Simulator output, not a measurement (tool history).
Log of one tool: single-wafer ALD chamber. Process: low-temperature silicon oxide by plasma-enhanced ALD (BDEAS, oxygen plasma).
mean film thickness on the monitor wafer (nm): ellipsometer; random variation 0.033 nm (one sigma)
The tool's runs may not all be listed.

run	hour	heater temperature setpoint (deg C)	number of ALD cycles (cycles)	mean film thickness on the monitor wafer (nm)
1	0.0	110	65	8.7527
2	5.2	106	65	8.7348
3	8.7	95	65	8.9923
4	9.8	86	65	9.2570
5	14.5	86	58	8.2248
6	15.3	89	56	7.8476
7	22.8	91	55	7.7875
8	27.0	94	54	7.4998
9	34.1	96	53	7.3090

Forecast run 10:
10	39.5	98	52	?

{"run 10": {"mean film thickness on the monitor wafer (nm)": 7.0212}}

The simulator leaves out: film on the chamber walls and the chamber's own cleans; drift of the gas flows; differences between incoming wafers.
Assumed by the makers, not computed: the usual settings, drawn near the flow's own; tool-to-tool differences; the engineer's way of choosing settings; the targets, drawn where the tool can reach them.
